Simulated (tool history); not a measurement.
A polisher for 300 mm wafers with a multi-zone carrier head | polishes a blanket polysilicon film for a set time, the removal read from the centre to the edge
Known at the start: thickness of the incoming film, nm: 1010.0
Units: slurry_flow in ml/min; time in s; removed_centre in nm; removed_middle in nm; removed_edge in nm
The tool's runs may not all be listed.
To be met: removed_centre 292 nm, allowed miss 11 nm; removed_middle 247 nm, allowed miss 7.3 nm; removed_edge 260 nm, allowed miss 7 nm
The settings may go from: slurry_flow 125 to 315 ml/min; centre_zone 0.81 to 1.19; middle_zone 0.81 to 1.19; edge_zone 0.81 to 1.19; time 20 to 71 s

run 1 hour=0 | slurry_flow=205 centre_zone=1 middle_zone=1 edge_zone=1 time=45 | removed_centre=370 removed_middle=380.3 removed_edge=379.17
run 2 hour=4.9 | slurry_flow=200 centre_zone=1.02 middle_zone=0.96 edge_zone=0.96 time=42 | removed_centre=345.48 removed_middle=338.12 removed_edge=348.04
run 3 hour=10 | slurry_flow=200 centre_zone=1.02 middle_zone=0.93 edge_zone=0.96 time=42 | removed_centre=353.03 removed_middle=329.63 removed_edge=345.44
run 4 hour=18.3 | slurry_flow=200 centre_zone=1.03 middle_zone=0.91 edge_zone=0.93 time=40 | removed_centre=339.26 removed_middle=310.83 removed_edge=319.47
run 5 hour=20.4 | slurry_flow=225 centre_zone=1.03 middle_zone=0.91 edge_zone=0.93 time=40 | removed_centre=334.47 removed_middle=317.86 removed_edge=324.46
run 6 hour=28 | slurry_flow=225 centre_zone=1.03 middle_zone=0.91 edge_zone=0.93 time=46 | removed_centre=391.63 removed_middle=363.85 removed_edge=371.74
-- hour=29.5 worn pad replaced by a new one
run 7 hour=29.5 | slurry_flow=225 centre_zone=1.03 middle_zone=0.91 edge_zone=0.93 time=46 | removed_centre=432.04 removed_middle=398.18 removed_edge=413.42
run 8 hour=33.3 | slurry_flow=190 centre_zone=1.06 middle_zone=0.83 edge_zone=0.83 time=33 | removed_centre=320.37 removed_middle=261.29 removed_edge=281.52
run 9 hour=40.7 | slurry_flow=155 centre_zone=1.04 middle_zone=0.85 edge_zone=0.81 time=30 | removed_centre=272.18 removed_middle=233.13 removed_edge=247.72

Which of these 4 next moves meets every target?
run A hour=48.1 | slurry_flow=195 centre_zone=1.07 middle_zone=0.85 edge_zone=0.84 time=30 | removed_centre=? removed_middle=? removed_edge=?
run B hour=48.1 | slurry_flow=140 centre_zone=0.98 middle_zone=0.97 edge_zone=0.81 time=28 | removed_centre=? removed_middle=? removed_edge=?
run C hour=48.1 | slurry_flow=145 centre_zone=1.04 middle_zone=0.92 edge_zone=0.81 time=30 | removed_centre=? removed_middle=? removed_edge=?
run D hour=48.1 | slurry_flow=180 centre_zone=1.15 middle_zone=0.81 edge_zone=0.82 time=29 | removed_centre=? removed_middle=? removed_edge=?

move=A removed_centre=293.54 removed_middle=243.67 removed_edge=256.66
move=B removed_centre=241.57 removed_middle=243.96 removed_edge=228.59
move=C removed_centre=274.81 removed_middle=251.13 removed_edge=245.89
move=D removed_centre=300.36 removed_middle=224.3 removed_edge=243.97
A: meets every target
B: brings the result that was furthest off to its target, and leaves another outside
C: brings the result that was furthest off to its target, and leaves another outside
D: further off than the last run
The right move is A.
